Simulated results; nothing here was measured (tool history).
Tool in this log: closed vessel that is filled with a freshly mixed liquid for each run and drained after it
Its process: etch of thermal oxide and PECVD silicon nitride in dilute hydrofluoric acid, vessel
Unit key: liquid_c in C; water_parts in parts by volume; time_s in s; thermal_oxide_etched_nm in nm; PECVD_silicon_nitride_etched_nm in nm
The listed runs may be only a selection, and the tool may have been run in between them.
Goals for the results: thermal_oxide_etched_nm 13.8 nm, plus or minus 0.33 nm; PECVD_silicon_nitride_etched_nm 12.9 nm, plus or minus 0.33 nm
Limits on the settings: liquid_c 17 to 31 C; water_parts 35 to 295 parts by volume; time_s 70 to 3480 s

run,hour,liquid_c,water_parts,time_s,thermal_oxide_etched_nm,PECVD_silicon_nitride_etched_nm
1,0,23,165,1775,40.941,35.519
2,2.7,22.5,180,1770,35.534,31.249
3,8.1,22.5,230,1770,26.883,24.454
4,13.2,22.5,230,1080,16.314,14.657
# hour 16.9: thermometer replaced
5,16.9,22.5,235,1090,17.054,16.257
6,24,22.5,235,700,10.856,10.473
7,27.3,22.5,230,695,11.091,10.53
8,36.3,22.5,225,690,11.264,10.636
9,46,22.5,220,685,11.647,10.968
10,54.3,23.5,190,605,12.676,11.86

Next run, 5 choices. One meets every target within its allowed miss, the rest don't. Which?
A,62.6,22.5,215,790,?,?
B,62.6,29,295,760,?,?
C,62.6,21,225,840,?,?
D,62.6,23.5,230,800,?,?
E,62.6,21.5,215,880,?,?

move,thermal_oxide_etched_nm,PECVD_silicon_nitride_etched_nm
A,13.687,12.892
B,11.071,13.432
C,13.016,11.909
D,13.237,13.014
E,14.686,13.469
A: every result lands within tolerance
B: its largest miss is bigger than the last run's
C: closes in on the targets versus the last run, not all within tolerance yet
D: closes in on the targets versus the last run, not all within tolerance yet
E: takes the result that was furthest off past its target
So the answer is move A, the one that meets all the targets.
